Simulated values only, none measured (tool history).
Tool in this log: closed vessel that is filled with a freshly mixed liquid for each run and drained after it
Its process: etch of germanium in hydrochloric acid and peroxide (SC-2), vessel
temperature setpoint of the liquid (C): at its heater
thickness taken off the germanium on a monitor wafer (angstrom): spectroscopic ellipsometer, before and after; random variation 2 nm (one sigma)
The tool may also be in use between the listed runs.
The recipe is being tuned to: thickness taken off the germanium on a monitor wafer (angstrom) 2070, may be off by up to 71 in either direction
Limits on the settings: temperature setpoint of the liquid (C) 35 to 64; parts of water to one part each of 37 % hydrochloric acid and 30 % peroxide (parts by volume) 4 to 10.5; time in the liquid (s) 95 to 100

run,hour,temperature setpoint of the liquid (C),parts of water to one part each of 37 % hydrochloric acid and 30 % peroxide (parts by volume),time in the liquid (s),thickness taken off the germanium on a monitor wafer (angstrom)
1,0,48,5.5,95,1548.4
2,6.7,50.5,5.5,95,1722.4
3,11.9,50.5,4.5,95,1706.3
4,13.1,50.5,6.5,95,1728.9
5,20.3,43.5,6.5,95,1368.4
6,26,47.5,6.5,95,1554
7,31.2,50,6.5,95,1667.3
8,40.1,52,6.5,95,1778.9
9,42.3,53.5,6.5,95,1872.6
10,46.3,53.5,6.5,95,1854.9

Next run, 5 choices. One meets every target within its allowed miss, the rest don't. Which?
A,50.3,48,6.5,100,?
B,50.3,55,7.5,95,?
C,50.3,60,9,95,?
D,50.3,55,5.5,100,?
E,50.3,52.5,7,100,?

move,thickness taken off the germanium on a monitor wafer (angstrom)
A,1647
B,1936.2
C,2218.4
D,2070.5
E,1893.9
A: moves away from the targets compared with the last run
B: better than the last run, though not everything is in spec
C: takes the biggest miss from the last run beyond its target
D: each result inside its tolerance
E: better than the last run, though not everything is in spec
Correct choice: D, which meets every target
